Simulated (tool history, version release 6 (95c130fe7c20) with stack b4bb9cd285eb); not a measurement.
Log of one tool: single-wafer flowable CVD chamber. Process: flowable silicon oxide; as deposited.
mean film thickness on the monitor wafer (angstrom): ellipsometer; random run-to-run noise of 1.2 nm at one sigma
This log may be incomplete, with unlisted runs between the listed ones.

run,day,heater temperature setpoint (°C),chamber pressure (Pa),RF power (kW),deposition time (s),mean film thickness on the monitor wafer (angstrom)
1,0.000,95,77.1,1.970,1053,5730.4
2,0.317,85,77.1,1.970,1053,8186.5
3,0.625,85,77.1,1.970,1053,8183.2
4,0.838,88,76.9,1.970,1053,7347.1
5,1.033,90,76.9,1.970,1053,6941.7
6,1.104,92,76.9,1.970,1053,6394.3
7,1.371,94,76.9,1.970,1053,5954.8
8,1.529,96,76.9,1.970,1053,5491.1
9,1.842,98,76.9,1.970,1053,5124.8
10,2.212,99,76.9,1.970,1053,4912.7
11,2.417,100,76.9,1.970,1053,4756.6
12,2.738,101,76.9,1.970,1053,4571.2

Estimate the outcome of run 13 from the log above:
13,2.879,112,76.7,1.970,1053,?

Run 13 came out at mean film thickness on the monitor wafer (angstrom) 3029.3.
